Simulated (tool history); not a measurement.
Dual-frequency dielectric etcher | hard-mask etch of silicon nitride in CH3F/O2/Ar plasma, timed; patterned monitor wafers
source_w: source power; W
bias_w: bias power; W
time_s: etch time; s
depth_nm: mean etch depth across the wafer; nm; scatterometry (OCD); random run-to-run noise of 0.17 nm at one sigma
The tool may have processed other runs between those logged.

run  hour  source_w  bias_w  time_s  depth_nm
  1   0.0       300      53    93.5    55.442
  2   4.8       260      46    92.5    48.622
  3   8.5       230      45    92.5    45.350
  4  15.3       210      45    92.5    43.211
  5  18.7       210      45    93.5    43.964
  6  22.0       170      45    93.5    39.136
  7  25.8       170      45    93.5    38.838
  8  26.8       220      46    93.5    44.776

Run 9 comes next. What will it give?
  9  34.7       210      46    93.5         ?

Run 9 produced depth_nm 44.107 nm.

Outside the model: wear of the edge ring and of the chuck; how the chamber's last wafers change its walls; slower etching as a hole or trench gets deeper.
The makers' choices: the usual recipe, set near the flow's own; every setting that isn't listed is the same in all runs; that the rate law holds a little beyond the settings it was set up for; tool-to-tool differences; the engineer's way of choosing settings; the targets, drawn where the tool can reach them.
